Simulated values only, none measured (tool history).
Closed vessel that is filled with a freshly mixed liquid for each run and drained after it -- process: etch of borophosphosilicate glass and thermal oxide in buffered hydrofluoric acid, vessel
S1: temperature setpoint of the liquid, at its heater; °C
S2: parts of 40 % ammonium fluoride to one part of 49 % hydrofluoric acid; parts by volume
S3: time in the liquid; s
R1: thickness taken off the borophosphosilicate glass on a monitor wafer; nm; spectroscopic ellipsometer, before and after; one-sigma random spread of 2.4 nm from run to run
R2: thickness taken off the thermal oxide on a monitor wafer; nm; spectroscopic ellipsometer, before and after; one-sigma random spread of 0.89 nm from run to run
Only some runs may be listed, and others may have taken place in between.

run,hour,S1,S2,S3,R1,R2
1,0,22,11,60,120.85,57.997
2,6.2,24.5,9.5,60,154.34,75.439
3,12.4,26,8.5,60,187.12,89.635
4,13.8,27.5,8,60,220.01,104.3
5,21.9,24,8,60,175.48,87.428
6,24.7,24,8,50,146.96,71.884

What does the tool deliver on the next run?
7,26.2,26,7,50,?,?

R1: 193.66 nm
R2: 92.993 nm
